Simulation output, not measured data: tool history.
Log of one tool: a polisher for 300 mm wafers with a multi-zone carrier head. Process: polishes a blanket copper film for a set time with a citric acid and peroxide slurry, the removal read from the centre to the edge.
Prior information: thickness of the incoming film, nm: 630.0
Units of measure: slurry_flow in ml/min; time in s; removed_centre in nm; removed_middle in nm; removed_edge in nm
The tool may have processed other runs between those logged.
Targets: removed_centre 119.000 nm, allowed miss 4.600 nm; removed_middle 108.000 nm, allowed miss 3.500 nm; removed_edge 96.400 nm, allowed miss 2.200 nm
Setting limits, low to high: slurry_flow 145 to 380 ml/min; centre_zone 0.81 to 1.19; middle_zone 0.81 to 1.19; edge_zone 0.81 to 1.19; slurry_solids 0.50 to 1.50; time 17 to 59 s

| run | hour | slurry_flow | centre_zone | middle_zone | edge_zone | slurry_solids | time | removed_centre | removed_middle | removed_edge |
|---|---|---|---|---|---|---|---|---|---|---|
| 1 | 0.0 | 245 | 1.00 | 1.00 | 1.00 | 1.00 | 38 | 82.709 | 83.876 | 81.724 |
| 2 | 3.5 | 245 | 1.00 | 1.00 | 0.96 | 1.00 | 38 | 82.936 | 84.695 | 80.081 |
| 3 | 11.6 | 245 | 1.00 | 1.04 | 0.96 | 1.00 | 38 | 84.549 | 86.796 | 81.023 |
| 4 | 16.1 | 250 | 1.02 | 1.06 | 0.97 | 1.05 | 38 | 86.098 | 89.381 | 82.149 |
| 5 | 19.6 | 250 | 1.02 | 1.06 | 0.97 | 1.05 | 46 | 104.080 | 107.240 | 97.998 |
| 6 | 24.0 | 255 | 1.03 | 1.06 | 0.96 | 1.05 | 46 | 105.980 | 107.550 | 98.503 |
| 7 | 24.5 | 255 | 1.04 | 1.06 | 0.95 | 1.05 | 46 | 105.980 | 107.580 | 99.355 |
| 8 | 28.0 | 255 | 1.06 | 1.07 | 0.93 | 1.05 | 46 | 106.200 | 109.080 | 97.182 |
| 9 | 33.2 | 260 | 1.08 | 1.06 | 0.92 | 1.05 | 46 | 110.010 | 108.980 | 95.929 |
| 10 | 37.1 | 260 | 1.09 | 1.06 | 0.92 | 1.05 | 46 | 110.710 | 108.020 | 96.810 |
| 11 | 44.4 | 260 | 1.10 | 1.06 | 0.92 | 1.05 | 46 | 113.060 | 107.840 | 96.474 |
| 12 | 52.5 | 260 | 1.11 | 1.06 | 0.92 | 1.05 | 46 | 112.810 | 108.200 | 96.803 |

4 candidate next runs follow, results not yet known. Just one meets every target within its allowed miss. Identify it.
| A | 60.6 | 255 | 1.06 | 1.04 | 0.96 | 1.05 | 46 | ? | ? | ? |
| B | 60.6 | 360 | 1.14 | 1.13 | 0.86 | 1.20 | 44 | ? | ? | ? |
| C | 60.6 | 245 | 1.08 | 1.03 | 0.98 | 1.05 | 45 | ? | ? | ? |
| D | 60.6 | 290 | 1.13 | 1.01 | 0.85 | 0.75 | 51 | ? | ? | ? |

| move | removed_centre | removed_middle | removed_edge |
|---|---|---|---|
| A | 108.730 | 107.020 | 97.836 |
| B | 118.400 | 115.850 | 93.173 |
| C | 108.040 | 103.530 | 96.463 |
| D | 120.530 | 108.390 | 95.906 |
A: misses by more than the last run did
B: gets the furthest-off result to its target, but another result is out of tolerance
C: misses by more than the last run did
D: every result lands within tolerance
D is the move that brings every result within its allowed miss.

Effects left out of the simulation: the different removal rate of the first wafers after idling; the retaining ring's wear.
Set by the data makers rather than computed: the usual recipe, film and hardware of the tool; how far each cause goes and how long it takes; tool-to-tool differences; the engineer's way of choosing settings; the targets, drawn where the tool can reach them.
